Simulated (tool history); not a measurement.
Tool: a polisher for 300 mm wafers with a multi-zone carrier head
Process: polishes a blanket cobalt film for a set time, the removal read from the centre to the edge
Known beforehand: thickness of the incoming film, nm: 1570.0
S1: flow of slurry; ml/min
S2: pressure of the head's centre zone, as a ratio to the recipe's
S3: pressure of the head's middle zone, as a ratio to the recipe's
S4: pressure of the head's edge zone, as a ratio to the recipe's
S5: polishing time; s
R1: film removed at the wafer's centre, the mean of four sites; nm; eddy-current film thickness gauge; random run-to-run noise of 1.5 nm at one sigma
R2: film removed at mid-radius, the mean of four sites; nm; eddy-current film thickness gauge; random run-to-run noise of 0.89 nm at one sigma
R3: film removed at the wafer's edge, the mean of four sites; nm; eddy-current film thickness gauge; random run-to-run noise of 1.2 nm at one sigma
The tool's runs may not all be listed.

run,hour,S1,S2,S3,S4,S5,R1,R2,R3
1,0,275,1,1,1,36,155.26,169.84,170.81
2,0.9,275,1.03,1,1,36,161.07,165.76,173.11
3,5.1,285,1.03,1.02,0.97,33,146.89,158.96,153.99
4,8.5,295,1.03,1.02,0.95,31,138.86,149.43,141.99
5,12.2,300,1.02,1.02,0.93,30,133.01,142.82,140.13
6,15.9,300,0.93,1.02,0.93,30,122.42,145.25,139.55

Run 7 is up next; what results do you expect?
7,21.3,300,0.95,1.03,0.91,29,?,?,?

For run 7 the tool returned R1 119.94 nm, R2 141.79 nm, R3 135.32 nm.
